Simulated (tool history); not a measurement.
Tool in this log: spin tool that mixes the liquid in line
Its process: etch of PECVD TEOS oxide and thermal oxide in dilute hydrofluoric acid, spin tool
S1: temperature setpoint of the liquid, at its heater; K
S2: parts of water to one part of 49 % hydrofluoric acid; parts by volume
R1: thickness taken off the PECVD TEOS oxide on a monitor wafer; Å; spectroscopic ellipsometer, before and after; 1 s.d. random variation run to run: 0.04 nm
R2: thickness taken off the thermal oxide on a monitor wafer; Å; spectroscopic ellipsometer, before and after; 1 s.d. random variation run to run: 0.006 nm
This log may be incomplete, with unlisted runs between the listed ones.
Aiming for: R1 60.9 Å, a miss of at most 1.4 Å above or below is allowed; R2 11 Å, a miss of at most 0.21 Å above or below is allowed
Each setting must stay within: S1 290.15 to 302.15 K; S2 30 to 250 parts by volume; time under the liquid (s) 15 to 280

Run 1, hour 0: S1 294.15 K, S2 140 parts by volume, time under the liquid (s) 145. Result: R1 240.53 Å, R2 43.735 Å.
Run 2, hour 7.5: S1 293.15 K, S2 170 parts by volume, time under the liquid (s) 135. Result: R1 172.5 Å, R2 31.487 Å.
Run 3, hour 15.2: S1 292.15 K, S2 190 parts by volume, time under the liquid (s) 120. Result: R1 129.5 Å, R2 23.399 Å.
Run 4, hour 23.2: S1 291.65 K, S2 205 parts by volume, time under the liquid (s) 110. Result: R1 106.6 Å, R2 19.28 Å.
Run 5, hour 31: S1 290.15 K, S2 205 parts by volume, time under the liquid (s) 110. Result: R1 100.49 Å, R2 18.392 Å.
Run 6, hour 38.1: S1 290.15 K, S2 245 parts by volume, time under the liquid (s) 110. Result: R1 81.096 Å, R2 14.882 Å.
Run 7, hour 41.2: S1 290.15 K, S2 245 parts by volume, time under the liquid (s) 110. Result: R1 81.76 Å, R2 14.711 Å.
Run 8, hour 49.2: S1 290.15 K, S2 245 parts by volume, time under the liquid (s) 100. Result: R1 74.495 Å, R2 13.375 Å.
Run 9, hour 52.8: S1 290.15 K, S2 245 parts by volume, time under the liquid (s) 95. Result: R1 70.631 Å, R2 12.638 Å.
Run 10, hour 55: S1 290.15 K, S2 245 parts by volume, time under the liquid (s) 90. Result: R1 67.511 Å, R2 12.013 Å.

4 candidate next runs follow, results not yet known. Just one meets every target within its allowed miss. Identify it.
Run A, hour 57.2: S1 290.15 K, S2 245 parts by volume, time under the liquid (s) 85. Result: R1 ?, R2 ?.
Run B, hour 57.2: S1 290.15 K, S2 240 parts by volume, time under the liquid (s) 85. Result: R1 ?, R2 ?.
Run C, hour 57.2: S1 293.65 K, S2 225 parts by volume, time under the liquid (s) 65. Result: R1 ?, R2 ?.
Run D, hour 57.2: S1 290.15 K, S2 250 parts by volume, time under the liquid (s) 105. Result: R1 ?, R2 ?.

move      R1      R2
   A  62.556  11.326
   B   64.14  11.612
   C  60.687  10.987
   D  75.399  13.651
A: an improvement on the last run, though not all results are within tolerance
B: an improvement on the last run, though not all results are within tolerance
C: all results in spec
D: its largest miss is bigger than the last run's
Correct choice: C, which meets every target
